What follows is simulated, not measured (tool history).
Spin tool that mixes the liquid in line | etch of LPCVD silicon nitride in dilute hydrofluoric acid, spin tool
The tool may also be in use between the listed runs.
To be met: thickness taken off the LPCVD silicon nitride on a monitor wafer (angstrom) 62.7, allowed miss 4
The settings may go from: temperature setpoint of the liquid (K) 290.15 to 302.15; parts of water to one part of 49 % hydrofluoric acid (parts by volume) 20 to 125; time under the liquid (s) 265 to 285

run	hour	temperature setpoint of the liquid (K)	parts of water to one part of 49 % hydrofluoric acid (parts by volume)	time under the liquid (s)	thickness taken off the LPCVD silicon nitride on a monitor wafer (angstrom)
1	0	294.15	70	265	17.853
2	1.8	294.15	95	265	13.039
3	10.4	296.65	95	265	15.041
4	12.8	297.15	85	270	17.44
5	13.9	297.15	85	265	18.285
6	20	295.15	85	265	15.799
7	26.2	296.15	75	270	18.692
8	32.5	300.15	45	285	43.062

4 next moves are on the table. One of them brings every result within its allowed miss. Which?
A	38.8	297.15	55	285	?
B	38.8	302.15	35	285	?
C	38.8	298.65	55	265	?
D	38.8	297.65	55	265	?

move	thickness taken off the LPCVD silicon nitride on a monitor wafer (angstrom)
A	28.805
B	62.513
C	29.61
D	27.698
A: further off than the last run
B: meets every target
C: further off than the last run
D: further off than the last run
The right move is B.
